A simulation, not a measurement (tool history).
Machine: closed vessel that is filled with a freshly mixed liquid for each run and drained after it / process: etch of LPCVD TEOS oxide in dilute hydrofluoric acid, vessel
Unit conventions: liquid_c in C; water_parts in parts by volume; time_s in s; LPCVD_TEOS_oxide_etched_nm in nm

{"run": 1, "hour": 0.0, "liquid_c": 24.0, "water_parts": 40, "time_s": 30, "LPCVD_TEOS_oxide_etched_nm": 33.09}
{"run": 2, "hour": 7.1, "liquid_c": 23.5, "water_parts": 40, "time_s": 30, "LPCVD_TEOS_oxide_etched_nm": 32.362}
{"run": 3, "hour": 10.5, "liquid_c": 25.5, "water_parts": 40, "time_s": 30, "LPCVD_TEOS_oxide_etched_nm": 35.361}
{"run": 4, "hour": 19.4, "liquid_c": 27.0, "water_parts": 40, "time_s": 30, "LPCVD_TEOS_oxide_etched_nm": 37.918}
{"run": 5, "hour": 20.5, "liquid_c": 26.5, "water_parts": 40, "time_s": 30, "LPCVD_TEOS_oxide_etched_nm": 36.197}
{"run": 6, "hour": 21.5, "liquid_c": 26.5, "water_parts": 25, "time_s": 30, "LPCVD_TEOS_oxide_etched_nm": 59.566}
{"run": 7, "hour": 26.7, "liquid_c": 25.5, "water_parts": 25, "time_s": 30, "LPCVD_TEOS_oxide_etched_nm": 56.555}
{"run": 8, "hour": 29.9, "liquid_c": 24.5, "water_parts": 25, "time_s": 30, "LPCVD_TEOS_oxide_etched_nm": 55.431}
{"run": 9, "hour": 36.4, "liquid_c": 24.0, "water_parts": 25, "time_s": 30, "LPCVD_TEOS_oxide_etched_nm": 53.521}
{"run": 10, "hour": 38.7, "liquid_c": 23.5, "water_parts": 25, "time_s": 30, "LPCVD_TEOS_oxide_etched_nm": 53.218}

Estimate the outcome of run 11 from the log above:
{"run": 11, "hour": 45.7, "liquid_c": 23.0, "water_parts": 25, "time_s": 30, "LPCVD_TEOS_oxide_etched_nm": "?"}

LPCVD_TEOS_oxide_etched_nm: 52.358 nm
